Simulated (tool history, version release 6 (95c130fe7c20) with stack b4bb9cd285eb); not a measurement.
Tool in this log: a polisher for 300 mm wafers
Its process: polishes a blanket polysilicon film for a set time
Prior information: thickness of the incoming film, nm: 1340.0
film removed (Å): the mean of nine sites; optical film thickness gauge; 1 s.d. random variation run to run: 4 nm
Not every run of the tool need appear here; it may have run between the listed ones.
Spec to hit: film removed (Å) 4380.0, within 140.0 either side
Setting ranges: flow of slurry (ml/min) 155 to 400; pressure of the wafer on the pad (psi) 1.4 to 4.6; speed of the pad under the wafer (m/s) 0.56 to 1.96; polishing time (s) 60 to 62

| run | hour | flow of slurry (ml/min) | pressure of the wafer on the pad (psi) | speed of the pad under the wafer (m/s) | polishing time (s) | film removed (Å) |
|---|---|---|---|---|---|---|
| 1 | 0.0 | 255 | 3.0 | 1.26 | 60 | 6570.4 |
| 2 | 7.5 | 210 | 3.0 | 1.26 | 60 | 6447.4 |
| 3 | 10.5 | 180 | 3.0 | 1.26 | 60 | 6115.2 |
| 4 | 14.1 | 160 | 3.0 | 1.26 | 60 | 6127.7 |
| 5 | 23.0 | 160 | 2.8 | 1.26 | 60 | 5688.0 |
| 6 | 24.2 | 160 | 2.6 | 1.26 | 60 | 5382.4 |
| 7 | 27.2 | 160 | 2.4 | 1.26 | 60 | 4918.2 |
| 8 | 30.4 | 160 | 2.3 | 1.26 | 60 | 4831.4 |
| 9 | 34.7 | 160 | 2.2 | 1.26 | 60 | 4523.0 |

Exactly one of the 4 candidate moves below puts every result within its allowed miss. Which one?
| A | 39.0 | 155 | 1.7 | 1.64 | 62 | ? |
| B | 39.0 | 160 | 1.7 | 1.52 | 62 | ? |
| C | 39.0 | 155 | 2.4 | 1.24 | 60 | ? |
| D | 39.0 | 155 | 2.4 | 1.20 | 60 | ? |

| move | film removed (Å) |
|---|---|
| A | 4730.1 |
| B | 4419.0 |
| C | 4862.2 |
| D | 4711.9 |
A: moves away from the targets compared with the last run
B: every result within its allowed miss
C: moves away from the targets compared with the last run
D: moves away from the targets compared with the last run
Move B is the one to make.

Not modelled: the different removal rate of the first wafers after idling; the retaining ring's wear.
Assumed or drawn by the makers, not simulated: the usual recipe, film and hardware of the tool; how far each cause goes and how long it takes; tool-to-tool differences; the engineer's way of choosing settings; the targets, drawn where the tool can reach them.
